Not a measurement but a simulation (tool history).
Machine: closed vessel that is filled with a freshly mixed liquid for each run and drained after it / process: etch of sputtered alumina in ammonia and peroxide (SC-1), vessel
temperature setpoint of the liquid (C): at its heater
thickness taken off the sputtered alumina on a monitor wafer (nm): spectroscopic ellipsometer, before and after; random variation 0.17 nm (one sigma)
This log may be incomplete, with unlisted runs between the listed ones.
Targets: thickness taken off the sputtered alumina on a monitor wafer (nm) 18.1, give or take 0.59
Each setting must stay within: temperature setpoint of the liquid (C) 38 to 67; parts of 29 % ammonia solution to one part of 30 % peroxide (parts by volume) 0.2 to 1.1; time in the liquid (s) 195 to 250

run	hour	temperature setpoint of the liquid (C)	parts of 29 % ammonia solution to one part of 30 % peroxide (parts by volume)	time in the liquid (s)	thickness taken off the sputtered alumina on a monitor wafer (nm)
1	0	51	0.6	250	13.187
2	1.6	55	0.6	250	16.359
3	7.7	55	0.6	195	12.886
4	14.7	55	0.6	250	16.312
5	21.5	55	0.6	195	12.588
6	24.7	56	0.6	195	13.44
7	29	57	0.6	195	14.271
8	37.9	58	0.6	195	15.013
9	43.2	58.5	0.6	195	15.36
10	44.3	59	0.6	195	15.635
11	50.8	59	0.6	195	15.84
12	51.7	59.5	0.6	195	16.138

Which one of the following 5 next-run settings gets every result inside its allowed miss? There is exactly one.
A	52.6	60.5	0.7	205	?
B	52.6	56	0.5	210	?
C	52.6	52.5	0.75	240	?
D	52.6	57.5	0.55	225	?
E	52.6	59.5	0.65	200	?

move	thickness taken off the sputtered alumina on a monitor wafer (nm)
A	18.03
B	14.162
C	13.952
D	16.565
E	16.594
A: all results in spec
B: lands further from the targets than the last run did
C: lands further from the targets than the last run did
D: nearer than the last run, and not there yet
E: nearer than the last run, and not there yet
Answer: A

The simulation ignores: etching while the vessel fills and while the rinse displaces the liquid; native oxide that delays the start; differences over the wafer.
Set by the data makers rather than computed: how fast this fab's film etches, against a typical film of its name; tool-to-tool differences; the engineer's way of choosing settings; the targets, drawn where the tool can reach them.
